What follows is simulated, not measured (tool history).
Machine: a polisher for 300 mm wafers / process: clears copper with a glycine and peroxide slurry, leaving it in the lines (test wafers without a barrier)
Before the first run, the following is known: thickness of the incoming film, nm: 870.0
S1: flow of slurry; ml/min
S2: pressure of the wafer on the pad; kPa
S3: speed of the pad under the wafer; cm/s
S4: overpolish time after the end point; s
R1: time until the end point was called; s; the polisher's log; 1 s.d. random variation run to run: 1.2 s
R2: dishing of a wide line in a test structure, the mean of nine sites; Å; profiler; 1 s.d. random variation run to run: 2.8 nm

run	day	S1	S2	S3	S4	R1	R2
1	0.000	170	17.2	120	20	149.94	735.93
2	0.042	170	18.6	120	22	142.53	825.35
3	0.412	170	18.6	130	22	130.76	813.62
4	0.442	145	18.6	130	22	135.86	849.92
5	0.812	150	19.3	130	24	130.91	978.75
# day 0.900: worn pad replaced by a new one
6	0.900	155	20.0	130	25	116.61	1059.70
7	1.042	150	20.0	130	26	115.15	1064.60
8	1.208	150	20.0	130	26	117.03	1049.20

What does the tool deliver on the next run?
9	1.529	145	20.0	130	27	?	?

{"run 9": {"R1": 118.57, "R2": 1101.6}}
